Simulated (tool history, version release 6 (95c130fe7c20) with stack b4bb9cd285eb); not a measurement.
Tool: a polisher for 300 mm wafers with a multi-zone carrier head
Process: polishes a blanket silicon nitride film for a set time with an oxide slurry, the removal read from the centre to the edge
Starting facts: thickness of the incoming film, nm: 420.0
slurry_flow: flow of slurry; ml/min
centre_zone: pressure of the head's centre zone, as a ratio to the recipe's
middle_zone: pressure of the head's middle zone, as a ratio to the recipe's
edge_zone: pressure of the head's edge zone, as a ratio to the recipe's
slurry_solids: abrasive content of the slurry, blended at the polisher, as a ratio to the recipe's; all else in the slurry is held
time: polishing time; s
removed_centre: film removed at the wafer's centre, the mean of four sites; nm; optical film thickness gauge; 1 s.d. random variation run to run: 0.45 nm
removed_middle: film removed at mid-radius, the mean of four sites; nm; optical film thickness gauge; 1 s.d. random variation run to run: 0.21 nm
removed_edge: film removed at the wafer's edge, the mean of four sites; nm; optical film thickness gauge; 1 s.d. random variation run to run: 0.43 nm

run 1 hour=0.0 | slurry_flow=240 centre_zone=1.00 middle_zone=1.00 edge_zone=1.00 slurry_solids=1.00 time=58 | removed_centre=44.313 removed_middle=45.078 removed_edge=43.893
run 2 hour=6.1 | slurry_flow=200 centre_zone=1.00 middle_zone=1.00 edge_zone=1.00 slurry_solids=1.00 time=58 | removed_centre=43.689 removed_middle=43.964 removed_edge=44.294
run 3 hour=12.3 | slurry_flow=200 centre_zone=1.00 middle_zone=1.00 edge_zone=1.00 slurry_solids=1.20 time=58 | removed_centre=47.586 removed_middle=48.168 removed_edge=47.503
run 4 hour=13.6 | slurry_flow=200 centre_zone=0.96 middle_zone=1.00 edge_zone=1.00 slurry_solids=1.20 time=58 | removed_centre=45.910 removed_middle=47.762 removed_edge=47.632
run 5 hour=21.2 | slurry_flow=165 centre_zone=0.96 middle_zone=1.00 edge_zone=1.00 slurry_solids=1.20 time=58 | removed_centre=43.923 removed_middle=47.079 removed_edge=46.290
run 6 hour=23.1 | slurry_flow=170 centre_zone=0.97 middle_zone=0.96 edge_zone=0.98 slurry_solids=1.00 time=57 | removed_centre=39.572 removed_middle=40.810 removed_edge=42.249
run 7 hour=25.3 | slurry_flow=180 centre_zone=0.99 middle_zone=0.93 edge_zone=0.95 slurry_solids=0.85 time=56 | removed_centre=37.472 removed_middle=36.005 removed_edge=36.936

Forecast run 8:
run 8 hour=27.3 | slurry_flow=175 centre_zone=0.98 middle_zone=0.90 edge_zone=0.94 slurry_solids=0.80 time=56 | removed_centre=? removed_middle=? removed_edge=?

removed_centre: 35.082 nm
removed_middle: 33.246 nm
removed_edge: 36.029 nm
